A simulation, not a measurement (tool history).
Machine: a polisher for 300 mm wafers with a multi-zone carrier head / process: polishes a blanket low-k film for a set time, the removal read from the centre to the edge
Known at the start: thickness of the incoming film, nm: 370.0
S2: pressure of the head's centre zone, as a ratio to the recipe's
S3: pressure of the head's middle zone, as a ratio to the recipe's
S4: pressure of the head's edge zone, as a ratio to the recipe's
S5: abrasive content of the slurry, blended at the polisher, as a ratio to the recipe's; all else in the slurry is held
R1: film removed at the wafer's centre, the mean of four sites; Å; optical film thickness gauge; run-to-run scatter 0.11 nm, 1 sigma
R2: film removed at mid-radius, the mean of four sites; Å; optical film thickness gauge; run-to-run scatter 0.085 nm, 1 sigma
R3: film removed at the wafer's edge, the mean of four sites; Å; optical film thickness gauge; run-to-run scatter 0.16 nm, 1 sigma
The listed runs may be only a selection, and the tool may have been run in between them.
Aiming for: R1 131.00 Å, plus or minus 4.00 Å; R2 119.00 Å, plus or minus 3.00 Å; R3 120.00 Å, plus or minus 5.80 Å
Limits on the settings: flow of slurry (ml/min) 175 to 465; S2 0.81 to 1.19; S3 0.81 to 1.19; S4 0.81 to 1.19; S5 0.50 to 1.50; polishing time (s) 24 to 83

Run 1, hour 0.0: flow of slurry (ml/min) 295, S2 1.00, S3 1.00, S4 1.00, S5 1.00, polishing time (s) 53. Result: R1 171.82 Å, R2 174.33 Å, R3 171.45 Å.
Run 2, hour 5.4: flow of slurry (ml/min) 295, S2 1.00, S3 1.00, S4 1.00, S5 1.15, polishing time (s) 53. Result: R1 183.81 Å, R2 182.10 Å, R3 174.58 Å.
Run 3, hour 13.1: flow of slurry (ml/min) 305, S2 1.03, S3 0.98, S4 0.95, S5 0.95, polishing time (s) 50. Result: R1 168.79 Å, R2 161.76 Å, R3 156.34 Å.
Run 4, hour 17.3: flow of slurry (ml/min) 305, S2 1.03, S3 0.98, S4 0.95, S5 0.95, polishing time (s) 55. Result: R1 180.82 Å, R2 173.78 Å, R3 169.46 Å.
Run 5, hour 21.1: flow of slurry (ml/min) 305, S2 1.03, S3 0.98, S4 0.95, S5 0.95, polishing time (s) 48. Result: R1 157.66 Å, R2 151.75 Å, R3 147.40 Å.
Run 6, hour 25.0: flow of slurry (ml/min) 305, S2 1.03, S3 0.98, S4 0.91, S5 0.95, polishing time (s) 48. Result: R1 157.66 Å, R2 151.58 Å, R3 145.77 Å.
Run 7, hour 27.2: flow of slurry (ml/min) 310, S2 1.04, S3 0.96, S4 0.88, S5 0.85, polishing time (s) 47. Result: R1 149.22 Å, R2 142.83 Å, R3 133.47 Å.
Run 8, hour 34.8: flow of slurry (ml/min) 295, S2 1.03, S3 0.91, S4 0.87, S5 0.80, polishing time (s) 47. Result: R1 145.86 Å, R2 135.29 Å, R3 133.30 Å.
Run 9, hour 35.7: flow of slurry (ml/min) 295, S2 1.03, S3 0.89, S4 0.86, S5 0.75, polishing time (s) 47. Result: R1 142.15 Å, R2 130.87 Å, R3 128.74 Å.
Run 10, hour 41.5: flow of slurry (ml/min) 290, S2 1.02, S3 0.87, S4 0.85, S5 0.70, polishing time (s) 47. Result: R1 136.85 Å, R2 125.08 Å, R3 124.86 Å.
Run 11, hour 46.5: flow of slurry (ml/min) 285, S2 1.02, S3 0.86, S4 0.84, S5 0.70, polishing time (s) 47. Result: R1 138.21 Å, R2 124.93 Å, R3 123.59 Å.
Run 12, hour 51.4: flow of slurry (ml/min) 280, S2 1.01, S3 0.85, S4 0.84, S5 0.70, polishing time (s) 47. Result: R1 135.07 Å, R2 122.78 Å, R3 120.39 Å.

Which single option among these 4 for the next run brings every result within its allowed miss of target? Just one does.
Run A, hour 56.3: flow of slurry (ml/min) 330, S2 0.94, S3 0.83, S4 0.98, S5 0.50, polishing time (s) 52. Result: R1 ?, R2 ?, R3 ?.
Run B, hour 56.3: flow of slurry (ml/min) 330, S2 0.96, S3 0.89, S4 0.86, S5 0.70, polishing time (s) 46. Result: R1 ?, R2 ?, R3 ?.
Run C, hour 56.3: flow of slurry (ml/min) 280, S2 0.99, S3 0.81, S4 0.83, S5 0.60, polishing time (s) 49. Result: R1 ?, R2 ?, R3 ?.
Run D, hour 56.3: flow of slurry (ml/min) 250, S2 1.02, S3 0.93, S4 0.81, S5 0.75, polishing time (s) 47. Result: R1 ?, R2 ?, R3 ?.

move      R1      R2      R3
   A  126.70  124.23  128.19
   B  128.83  128.31  120.01
   C  130.87  120.55  117.36
   D  137.32  132.32  118.81
A: further off than the last run
B: further off than the last run
C: in spec on every target
D: further off than the last run
Correct choice: C, which meets every target

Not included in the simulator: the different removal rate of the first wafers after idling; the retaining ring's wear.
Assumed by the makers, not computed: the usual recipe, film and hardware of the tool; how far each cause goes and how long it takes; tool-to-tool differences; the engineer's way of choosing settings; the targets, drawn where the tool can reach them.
